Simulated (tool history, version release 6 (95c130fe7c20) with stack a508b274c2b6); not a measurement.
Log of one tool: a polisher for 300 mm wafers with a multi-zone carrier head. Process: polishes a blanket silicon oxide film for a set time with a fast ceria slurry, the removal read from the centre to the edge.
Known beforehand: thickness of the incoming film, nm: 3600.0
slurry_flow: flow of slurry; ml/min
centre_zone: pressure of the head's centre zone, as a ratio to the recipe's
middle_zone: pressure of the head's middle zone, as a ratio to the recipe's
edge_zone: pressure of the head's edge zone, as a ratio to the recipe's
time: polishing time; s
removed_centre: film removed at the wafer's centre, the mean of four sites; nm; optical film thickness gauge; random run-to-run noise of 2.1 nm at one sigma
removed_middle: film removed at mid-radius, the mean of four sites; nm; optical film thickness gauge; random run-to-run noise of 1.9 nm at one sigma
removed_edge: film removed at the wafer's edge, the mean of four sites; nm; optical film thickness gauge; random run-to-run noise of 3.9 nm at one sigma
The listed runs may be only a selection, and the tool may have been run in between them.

Run 1, hour 0: slurry_flow 195 ml/min, centre_zone 1, middle_zone 1, edge_zone 1, time 42 s. Result: removed_centre 532.23 nm, removed_middle 531.83 nm, removed_edge 527.32 nm.
Run 2, hour 5.1: slurry_flow 195 ml/min, centre_zone 1.04, middle_zone 1, edge_zone 1, time 42 s. Result: removed_centre 552.11 nm, removed_middle 526.72 nm, removed_edge 523.24 nm.
Run 3, hour 13.2: slurry_flow 185 ml/min, centre_zone 1.01, middle_zone 0.98, edge_zone 0.99, time 39 s. Result: removed_centre 498.34 nm, removed_middle 486.31 nm, removed_edge 493.09 nm.
Run 4, hour 14.9: slurry_flow 175 ml/min, centre_zone 0.98, middle_zone 0.96, edge_zone 0.96, time 36 s. Result: removed_centre 434.57 nm, removed_middle 440.22 nm, removed_edge 443.87 nm.
Run 5, hour 17.9: slurry_flow 175 ml/min, centre_zone 1.05, middle_zone 0.96, edge_zone 0.96, time 36 s. Result: removed_centre 478.47 nm, removed_middle 441.24 nm, removed_edge 439.1 nm.
Run 6, hour 23: slurry_flow 175 ml/min, centre_zone 1.05, middle_zone 0.96, edge_zone 0.96, time 30 s. Result: removed_centre 387.56 nm, removed_middle 362.05 nm, removed_edge 371.78 nm.
Run 7, hour 23.9: slurry_flow 170 ml/min, centre_zone 1.03, middle_zone 0.95, edge_zone 0.96, time 29 s. Result: removed_centre 368.73 nm, removed_middle 343.24 nm, removed_edge 351.72 nm.
Run 8, hour 27.4: slurry_flow 165 ml/min, centre_zone 1.01, middle_zone 0.95, edge_zone 0.97, time 28 s. Result: removed_centre 347.49 nm, removed_middle 333.06 nm, removed_edge 340.25 nm.
Run 9, hour 30.6: slurry_flow 160 ml/min, centre_zone 0.99, middle_zone 0.95, edge_zone 0.99, time 27 s. Result: removed_centre 325.91 nm, removed_middle 316.26 nm, removed_edge 329.55 nm.
Run 10, hour 34.8: slurry_flow 155 ml/min, centre_zone 0.97, middle_zone 0.95, edge_zone 1, time 27 s. Result: removed_centre 318.89 nm, removed_middle 319.83 nm, removed_edge 323.09 nm.
Run 11, hour 37.6: slurry_flow 130 ml/min, centre_zone 0.87, middle_zone 0.85, edge_zone 1.1, time 24 s. Result: removed_centre 241.77 nm, removed_middle 251.84 nm, removed_edge 294.72 nm.

The next listed run, before its measurement:
Run 12, hour 43.7: slurry_flow 135 ml/min, centre_zone 0.87, middle_zone 0.86, edge_zone 1.09, time 24 s. Result: removed_centre ?, removed_middle ?, removed_edge ?.

{"run 12": {"removed_centre": 239.63, "removed_middle": 255.97, "removed_edge": 303.25}}
